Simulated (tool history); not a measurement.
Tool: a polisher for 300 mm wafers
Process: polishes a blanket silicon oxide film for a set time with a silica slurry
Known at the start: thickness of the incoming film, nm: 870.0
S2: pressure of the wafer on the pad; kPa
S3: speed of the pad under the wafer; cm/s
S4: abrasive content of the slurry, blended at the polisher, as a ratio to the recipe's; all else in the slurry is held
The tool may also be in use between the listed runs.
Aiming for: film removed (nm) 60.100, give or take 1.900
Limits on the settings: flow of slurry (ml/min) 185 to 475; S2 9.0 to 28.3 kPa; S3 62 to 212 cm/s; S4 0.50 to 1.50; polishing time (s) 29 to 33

{"run": 1, "hour": 0.0, "flow of slurry (ml/min)": 305, "S2": 18.6, "S3": 136, "S4": 1.0, "polishing time (s)": 33, "film removed (nm)": 96.258}
{"run": 2, "hour": 4.8, "flow of slurry (ml/min)": 345, "S2": 18.6, "S3": 136, "S4": 1.0, "polishing time (s)": 33, "film removed (nm)": 99.608}
{"run": 3, "hour": 6.3, "flow of slurry (ml/min)": 335, "S2": 17.2, "S3": 136, "S4": 1.0, "polishing time (s)": 33, "film removed (nm)": 90.15}
{"run": 4, "hour": 7.0, "flow of slurry (ml/min)": 290, "S2": 17.2, "S3": 136, "S4": 1.0, "polishing time (s)": 33, "film removed (nm)": 90.05}
{"run": 5, "hour": 16.0, "flow of slurry (ml/min)": 290, "S2": 20.7, "S3": 136, "S4": 1.0, "polishing time (s)": 33, "film removed (nm)": 107.22}
{"run": 6, "hour": 16.7, "flow of slurry (ml/min)": 245, "S2": 20.7, "S3": 136, "S4": 1.0, "polishing time (s)": 33, "film removed (nm)": 106.28}
{"run": 7, "hour": 20.7, "flow of slurry (ml/min)": 245, "S2": 19.3, "S3": 136, "S4": 1.0, "polishing time (s)": 33, "film removed (nm)": 97.216}
{"run": 8, "hour": 26.3, "flow of slurry (ml/min)": 245, "S2": 17.9, "S3": 136, "S4": 1.0, "polishing time (s)": 33, "film removed (nm)": 90.246}
{"run": 9, "hour": 35.1, "flow of slurry (ml/min)": 245, "S2": 17.2, "S3": 136, "S4": 1.0, "polishing time (s)": 33, "film removed (nm)": 88.179}
{"run": 10, "hour": 43.6, "flow of slurry (ml/min)": 245, "S2": 15.9, "S3": 136, "S4": 1.0, "polishing time (s)": 33, "film removed (nm)": 81.416}
{"run": 11, "hour": 48.1, "flow of slurry (ml/min)": 245, "S2": 15.2, "S3": 136, "S4": 1.0, "polishing time (s)": 33, "film removed (nm)": 77.291}
{"run": 12, "hour": 53.4, "flow of slurry (ml/min)": 245, "S2": 14.5, "S3": 136, "S4": 1.0, "polishing time (s)": 33, "film removed (nm)": 74.779}
{"run": 13, "hour": 60.3, "flow of slurry (ml/min)": 245, "S2": 13.8, "S3": 136, "S4": 1.0, "polishing time (s)": 33, "film removed (nm)": 71.677}
{"run": 14, "hour": 66.7, "flow of slurry (ml/min)": 245, "S2": 13.1, "S3": 136, "S4": 1.0, "polishing time (s)": 33, "film removed (nm)": 66.89}

Which single option among these 5 for the next run brings every result within its allowed miss of target? Just one does.
{"run": "A", "hour": 73.1, "flow of slurry (ml/min)": 365, "S2": 11.0, "S3": 124, "S4": 1.2, "polishing time (s)": 33, "film removed (nm)": "?"}
{"run": "B", "hour": 73.1, "flow of slurry (ml/min)": 190, "S2": 19.3, "S3": 84, "S4": 1.35, "polishing time (s)": 32, "film removed (nm)": "?"}
{"run": "C", "hour": 73.1, "flow of slurry (ml/min)": 245, "S2": 11.7, "S3": 136, "S4": 1.05, "polishing time (s)": 30, "film removed (nm)": "?"}
{"run": "D", "hour": 73.1, "flow of slurry (ml/min)": 270, "S2": 13.1, "S3": 136, "S4": 0.95, "polishing time (s)": 33, "film removed (nm)": "?"}
{"run": "E", "hour": 73.1, "flow of slurry (ml/min)": 345, "S2": 13.1, "S3": 142, "S4": 1.25, "polishing time (s)": 32, "film removed (nm)": "?"}

move=A film_removed_(nm)=61.031
move=B film_removed_(nm)=74.130
move=C film_removed_(nm)=57.106
move=D film_removed_(nm)=66.342
move=E film_removed_(nm)=78.968
A: meets every target
B: lands further from the targets than the last run did
C: takes the result that was furthest off past its target
D: an improvement on the last run, though not all results are within tolerance
E: lands further from the targets than the last run did
The move that meets every target is A.
